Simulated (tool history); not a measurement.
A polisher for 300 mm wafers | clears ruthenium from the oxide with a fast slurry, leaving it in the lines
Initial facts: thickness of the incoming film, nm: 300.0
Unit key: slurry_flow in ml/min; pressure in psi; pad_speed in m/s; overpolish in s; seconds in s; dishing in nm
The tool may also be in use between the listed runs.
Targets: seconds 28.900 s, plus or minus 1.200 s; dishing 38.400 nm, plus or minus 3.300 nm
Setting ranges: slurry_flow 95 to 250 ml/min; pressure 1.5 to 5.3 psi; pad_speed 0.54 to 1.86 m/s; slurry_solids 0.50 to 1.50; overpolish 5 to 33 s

| run | day | slurry_flow | pressure | pad_speed | slurry_solids | overpolish | seconds | dishing |
|---|---|---|---|---|---|---|---|---|
| 1 | 0.000 | 160 | 3.4 | 1.18 | 1.00 | 17 | 51.709 | 33.538 |
| 2 | 0.192 | 125 | 3.4 | 1.18 | 1.00 | 17 | 53.035 | 35.436 |
| 3 | 0.517 | 125 | 3.4 | 1.04 | 1.00 | 17 | 58.989 | 32.413 |
| 4 | 0.838 | 125 | 3.4 | 1.04 | 1.00 | 21 | 61.018 | 36.171 |
| 5 | 0.971 | 130 | 3.8 | 1.08 | 1.00 | 20 | 51.989 | 35.385 |
| 6 | 1.238 | 130 | 3.8 | 1.34 | 1.00 | 20 | 42.918 | 38.054 |
| 7 | 1.371 | 130 | 4.1 | 1.34 | 1.00 | 20 | 39.233 | 38.371 |
| 8 | 1.671 | 130 | 4.3 | 1.34 | 1.00 | 20 | 36.463 | 38.806 |
| 9 | 1.846 | 145 | 5.1 | 1.36 | 1.00 | 16 | 31.290 | 37.107 |
| 10 | 1.875 | 145 | 5.2 | 1.38 | 1.00 | 17 | 30.131 | 38.493 |

Which one of the following 5 next-run settings gets every result inside its allowed miss? There is exactly one.
| A | 1.904 | 180 | 5.3 | 1.42 | 0.95 | 15 | ? | ? |
| B | 1.904 | 130 | 5.1 | 1.42 | 0.95 | 10 | ? | ? |
| C | 1.904 | 135 | 5.2 | 1.46 | 1.00 | 7 | ? | ? |
| D | 1.904 | 135 | 5.3 | 1.56 | 1.00 | 19 | ? | ? |
| E | 1.904 | 95 | 5.2 | 1.44 | 0.90 | 19 | ? | ? |

| move | seconds | dishing |
|---|---|---|
| A | 29.000 | 37.544 |
| B | 31.150 | 34.528 |
| C | 28.583 | 31.674 |
| D | 26.309 | 38.317 |
| E | 32.553 | 37.922 |
A: meets every target
B: moves away from the targets compared with the last run
C: meets the target for the result that was furthest off, but another lies outside its allowed miss
D: moves the result that the last run missed by most past its target, out the other side
E: moves away from the targets compared with the last run
Correct choice: A, which meets every target
